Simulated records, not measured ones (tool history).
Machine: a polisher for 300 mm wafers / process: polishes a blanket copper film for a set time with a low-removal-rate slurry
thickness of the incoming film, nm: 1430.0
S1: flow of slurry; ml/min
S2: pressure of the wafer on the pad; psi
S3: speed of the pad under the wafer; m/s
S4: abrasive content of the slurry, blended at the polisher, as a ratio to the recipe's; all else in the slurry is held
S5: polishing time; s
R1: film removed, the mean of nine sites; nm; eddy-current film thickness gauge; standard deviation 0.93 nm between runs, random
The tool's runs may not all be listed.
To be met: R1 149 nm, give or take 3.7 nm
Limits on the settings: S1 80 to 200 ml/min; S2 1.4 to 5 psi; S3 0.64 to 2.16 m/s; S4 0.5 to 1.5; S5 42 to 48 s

run  hour   S1   S2    S3  S4  S5      R1
  1     0  130  3.2   1.4   1  48  187.59
  2   5.4  120    3   1.4   1  48  179.49
  3   6.9  120  2.8   1.4   1  48  169.63
  4  10.1  120  2.2   1.4   1  48  143.09
  5  18.1  120  2.2   1.4   1  48  143.58
  6  25.4  120  2.2  1.18   1  48   121.6
  7  32.7  125  2.4  1.18   1  48  128.66
  8  34.7  125  2.5  1.18   1  48   134.3
  9  37.8  130  2.6  1.18   1  48  138.08
 10  40.4  135  2.7  1.18   1  48  140.59

Pick the move, out of 4, that brings all results within their allowed miss; only one does.
  A    43  115  2.4   1.5   1.2  44   ?
  B    43  125  2.9  1.26   1.1  47   ?
  C    43  135  2.6  1.16   1.3  48   ?
  D    43  125  3.5  1.08  0.95  42   ?

move      R1
   A  156.98
   B  158.84
   C  147.78
   D  133.76
A: takes the result that was furthest off past its target
B: takes the result that was furthest off past its target
C: hits every target within its allowed miss
D: lands further from the targets than the last run did
Answer: C
